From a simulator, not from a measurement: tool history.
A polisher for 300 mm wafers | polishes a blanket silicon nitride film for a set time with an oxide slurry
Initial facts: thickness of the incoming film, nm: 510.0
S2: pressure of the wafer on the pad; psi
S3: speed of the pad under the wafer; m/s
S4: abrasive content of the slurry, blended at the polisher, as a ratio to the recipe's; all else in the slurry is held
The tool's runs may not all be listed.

{"run": 1, "hour": 0.0, "flow of slurry (ml/min)": 295, "S2": 4.4, "S3": 0.84, "S4": 1, "polishing time (s)": 23, "film removed (nm)": 16.578}
{"run": 2, "hour": 8.4, "flow of slurry (ml/min)": 295, "S2": 4.4, "S3": 0.98, "S4": 1, "polishing time (s)": 23, "film removed (nm)": 18.684}
{"run": 3, "hour": 16.6, "flow of slurry (ml/min)": 295, "S2": 4, "S3": 0.98, "S4": 1, "polishing time (s)": 23, "film removed (nm)": 17.559}
{"run": 4, "hour": 21.9, "flow of slurry (ml/min)": 295, "S2": 4, "S3": 0.88, "S4": 1, "polishing time (s)": 23, "film removed (nm)": 16.283}
{"run": 5, "hour": 25.0, "flow of slurry (ml/min)": 295, "S2": 5, "S3": 0.88, "S4": 1, "polishing time (s)": 23, "film removed (nm)": 18.528}
{"run": 6, "hour": 33.3, "flow of slurry (ml/min)": 295, "S2": 5, "S3": 0.88, "S4": 0.85, "polishing time (s)": 23, "film removed (nm)": 16.959}
{"run": 7, "hour": 39.7, "flow of slurry (ml/min)": 295, "S2": 5, "S3": 0.88, "S4": 0.85, "polishing time (s)": 23, "film removed (nm)": 16.946}
{"run": 8, "hour": 43.2, "flow of slurry (ml/min)": 295, "S2": 4.6, "S3": 0.88, "S4": 0.85, "polishing time (s)": 23, "film removed (nm)": 16.16}
{"run": 9, "hour": 50.0, "flow of slurry (ml/min)": 295, "S2": 4.2, "S3": 0.88, "S4": 0.85, "polishing time (s)": 23, "film removed (nm)": 15.053}
{"run": 10, "hour": 55.4, "flow of slurry (ml/min)": 295, "S2": 4, "S3": 0.88, "S4": 0.85, "polishing time (s)": 23, "film removed (nm)": 14.586}
{"run": 11, "hour": 63.1, "flow of slurry (ml/min)": 295, "S2": 3.8, "S3": 0.88, "S4": 0.85, "polishing time (s)": 23, "film removed (nm)": 14.315}

Estimate the outcome of run 12 from the log above:
{"run": 12, "hour": 72.1, "flow of slurry (ml/min)": 295, "S2": 3.6, "S3": 0.88, "S4": 0.85, "polishing time (s)": 23, "film removed (nm)": "?"}

film removed (nm): 13.918

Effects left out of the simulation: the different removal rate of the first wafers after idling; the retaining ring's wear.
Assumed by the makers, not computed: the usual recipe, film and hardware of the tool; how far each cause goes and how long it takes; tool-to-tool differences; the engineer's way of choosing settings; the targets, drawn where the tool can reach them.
